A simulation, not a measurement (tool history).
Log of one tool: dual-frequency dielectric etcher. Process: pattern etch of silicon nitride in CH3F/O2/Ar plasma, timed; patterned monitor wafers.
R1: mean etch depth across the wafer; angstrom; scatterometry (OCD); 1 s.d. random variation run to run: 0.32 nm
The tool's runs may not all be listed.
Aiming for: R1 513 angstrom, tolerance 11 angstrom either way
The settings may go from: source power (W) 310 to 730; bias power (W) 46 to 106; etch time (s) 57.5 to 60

run 1 hour=0 | source_power_(W)=520 bias_power_(W)=76 etch_time_(s)=57.5 | R1=453.11
run 2 hour=3.9 | source_power_(W)=520 bias_power_(W)=69 etch_time_(s)=57.5 | R1=437.63
run 3 hour=7.4 | source_power_(W)=520 bias_power_(W)=69 etch_time_(s)=57.5 | R1=434.46
run 4 hour=15.1 | source_power_(W)=520 bias_power_(W)=82 etch_time_(s)=57.5 | R1=464.17
run 5 hour=19 | source_power_(W)=540 bias_power_(W)=83 etch_time_(s)=57.5 | R1=473.97
run 6 hour=26.6 | source_power_(W)=550 bias_power_(W)=83 etch_time_(s)=57.5 | R1=476.49
run 7 hour=34.9 | source_power_(W)=650 bias_power_(W)=87 etch_time_(s)=57.5 | R1=532.33
run 8 hour=42.9 | source_power_(W)=640 bias_power_(W)=87 etch_time_(s)=57.5 | R1=526.41

Which of these 4 next moves meets every target?
run A hour=50.9 | source_power_(W)=610 bias_power_(W)=80 etch_time_(s)=59 | R1=?
run B hour=50.9 | source_power_(W)=650 bias_power_(W)=91 etch_time_(s)=59 | R1=?
run C hour=50.9 | source_power_(W)=610 bias_power_(W)=89 etch_time_(s)=60 | R1=?
run D hour=50.9 | source_power_(W)=650 bias_power_(W)=90 etch_time_(s)=58.5 | R1=?

move=A R1=507.34
move=B R1=548.82
move=C R1=536.82
move=D R1=541.92
A: all results in spec
B: the biggest miss grows against the last run
C: the biggest miss grows against the last run
D: the biggest miss grows against the last run
Move A is the one to make.
